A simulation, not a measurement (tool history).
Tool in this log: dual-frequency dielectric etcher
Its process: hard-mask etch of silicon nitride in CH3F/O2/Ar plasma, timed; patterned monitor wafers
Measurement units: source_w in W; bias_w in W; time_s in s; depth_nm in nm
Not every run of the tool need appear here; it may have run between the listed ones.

run	hour	source_w	bias_w	time_s	depth_nm
1	0	420	90	78.5	58.01
2	6.5	380	90	78.5	55.886
3	7.6	430	94	78.5	60.171
4	15.3	430	94	78.5	60.374
5	23.9	430	94	78.5	59.729
6	30.7	430	78	78.5	54.345

Predict the results of run 7:
7	38.8	470	84	78.5	?

Logged for run 7: depth_nm 58.632 nm.
